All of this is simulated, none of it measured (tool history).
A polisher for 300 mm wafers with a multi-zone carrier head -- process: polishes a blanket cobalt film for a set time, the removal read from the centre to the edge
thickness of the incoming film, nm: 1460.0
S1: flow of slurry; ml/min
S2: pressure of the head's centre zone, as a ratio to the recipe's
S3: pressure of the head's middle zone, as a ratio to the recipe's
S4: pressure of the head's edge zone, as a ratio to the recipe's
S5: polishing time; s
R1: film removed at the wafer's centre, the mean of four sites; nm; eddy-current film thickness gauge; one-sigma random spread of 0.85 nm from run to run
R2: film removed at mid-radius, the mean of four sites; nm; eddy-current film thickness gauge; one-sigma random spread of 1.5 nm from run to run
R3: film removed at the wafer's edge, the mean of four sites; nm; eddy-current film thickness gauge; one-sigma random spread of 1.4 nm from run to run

{"run": 1, "hour": 0.0, "S1": 170, "S2": 1, "S3": 1, "S4": 1, "S5": 39, "R1": 169.34, "R2": 167.53, "R3": 161.77}
{"run": 2, "hour": 4.6, "S1": 165, "S2": 0.98, "S3": 0.98, "S4": 0.97, "S5": 35, "R1": 148.51, "R2": 143, "R3": 142.71}
{"run": 3, "hour": 12.1, "S1": 165, "S2": 0.98, "S3": 0.98, "S4": 0.97, "S5": 41, "R1": 169.98, "R2": 167.66, "R3": 166.06}
{"run": 4, "hour": 13.0, "S1": 145, "S2": 0.98, "S3": 0.98, "S4": 0.97, "S5": 41, "R1": 166.76, "R2": 165.1, "R3": 167.88}
{"run": 5, "hour": 14.8, "S1": 160, "S2": 0.95, "S3": 0.97, "S4": 0.94, "S5": 37, "R1": 150.33, "R2": 151.55, "R3": 150.35}
{"run": 6, "hour": 19.4, "S1": 170, "S2": 0.94, "S3": 0.96, "S4": 0.93, "S5": 33, "R1": 133.76, "R2": 136.14, "R3": 134.24}
{"run": 7, "hour": 20.0, "S1": 180, "S2": 0.94, "S3": 0.95, "S4": 0.92, "S5": 30, "R1": 123.94, "R2": 123.18, "R3": 119.45}
{"run": 8, "hour": 24.0, "S1": 185, "S2": 0.93, "S3": 0.93, "S4": 0.9, "S5": 29, "R1": 117.75, "R2": 117.9, "R3": 116.1}
{"run": 9, "hour": 28.0, "S1": 190, "S2": 0.93, "S3": 0.92, "S4": 0.89, "S5": 28, "R1": 114.09, "R2": 110.61, "R3": 113.22}

What will run 10 give?
{"run": 10, "hour": 33.8, "S1": 190, "S2": 0.93, "S3": 0.93, "S4": 0.88, "S5": 27, "R1": "?", "R2": "?", "R3": "?"}

For run 10 the tool returned R1 111.6 nm, R2 110.95 nm, R3 105.35 nm.
